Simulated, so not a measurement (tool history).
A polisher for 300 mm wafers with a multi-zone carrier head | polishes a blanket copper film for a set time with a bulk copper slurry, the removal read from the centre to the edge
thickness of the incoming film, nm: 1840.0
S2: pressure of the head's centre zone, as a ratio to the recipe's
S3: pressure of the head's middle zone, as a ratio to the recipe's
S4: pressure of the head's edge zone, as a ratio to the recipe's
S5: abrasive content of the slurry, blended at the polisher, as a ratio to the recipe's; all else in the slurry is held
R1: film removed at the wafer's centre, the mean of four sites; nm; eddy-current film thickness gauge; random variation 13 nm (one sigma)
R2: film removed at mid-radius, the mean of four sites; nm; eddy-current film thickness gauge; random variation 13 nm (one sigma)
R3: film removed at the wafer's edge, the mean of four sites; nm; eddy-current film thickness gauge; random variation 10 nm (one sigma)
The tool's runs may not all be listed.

Run 1, hour 0: flow of slurry (ml/min) 135, S2 1, S3 1, S4 1, S5 1, polishing time (s) 59. Result: R1 656.73 nm, R2 656.08 nm, R3 653.12 nm.
Run 2, hour 2.9: flow of slurry (ml/min) 135, S2 1, S3 1, S4 1, S5 0.85, polishing time (s) 59. Result: R1 653.03 nm, R2 626.16 nm, R3 635.65 nm.
Run 3, hour 7.1: flow of slurry (ml/min) 145, S2 1.03, S3 1.01, S4 1.03, S5 1, polishing time (s) 62. Result: R1 744.35 nm, R2 701.42 nm, R3 712.48 nm.
Run 4, hour 10.8: flow of slurry (ml/min) 145, S2 1.03, S3 1.01, S4 0.99, S5 1, polishing time (s) 62. Result: R1 721.49 nm, R2 718.48 nm, R3 693.95 nm.
Run 5, hour 13.2: flow of slurry (ml/min) 145, S2 0.95, S3 1.01, S4 0.99, S5 1, polishing time (s) 62. Result: R1 678.59 nm, R2 705.52 nm, R3 696.84 nm.
Run 6, hour 18.4: flow of slurry (ml/min) 160, S2 0.95, S3 1.01, S4 0.99, S5 1, polishing time (s) 62. Result: R1 700.03 nm, R2 711.02 nm, R3 716.8 nm.
Run 7, hour 19.4: flow of slurry (ml/min) 160, S2 0.95, S3 1.01, S4 0.99, S5 1, polishing time (s) 62. Result: R1 707.59 nm, R2 713.61 nm, R3 701.73 nm.
Run 8, hour 26.5: flow of slurry (ml/min) 165, S2 0.98, S3 1.02, S4 1.02, S5 1.15, polishing time (s) 64. Result: R1 780.08 nm, R2 780.53 nm, R3 764.02 nm.
Run 9, hour 32.6: flow of slurry (ml/min) 170, S2 0.99, S3 1.02, S4 1.05, S5 1.25, polishing time (s) 65. Result: R1 784.9 nm, R2 781.66 nm, R3 792.62 nm.
Run 10, hour 38.9: flow of slurry (ml/min) 175, S2 1.01, S3 1.03, S4 1.06, S5 1.3, polishing time (s) 67. Result: R1 850.57 nm, R2 868.83 nm, R3 849.57 nm.
Run 11, hour 40.2: flow of slurry (ml/min) 180, S2 1.03, S3 1.03, S4 1.07, S5 1.3, polishing time (s) 67. Result: R1 868.13 nm, R2 857.2 nm, R3 835.61 nm.
Run 12, hour 47.9: flow of slurry (ml/min) 180, S2 1.04, S3 1.03, S4 1.08, S5 1.35, polishing time (s) 68. Result: R1 906.94 nm, R2 863.18 nm, R3 866.39 nm.

Run 13 comes next. What will it give?
Run 13, hour 54.9: flow of slurry (ml/min) 180, S2 1.04, S3 1.04, S4 1.09, S5 1.4, polishing time (s) 68. Result: R1 ?, R2 ?, R3 ?.

R1: 895.8 nm
R2: 872.14 nm
R3: 878.5 nm

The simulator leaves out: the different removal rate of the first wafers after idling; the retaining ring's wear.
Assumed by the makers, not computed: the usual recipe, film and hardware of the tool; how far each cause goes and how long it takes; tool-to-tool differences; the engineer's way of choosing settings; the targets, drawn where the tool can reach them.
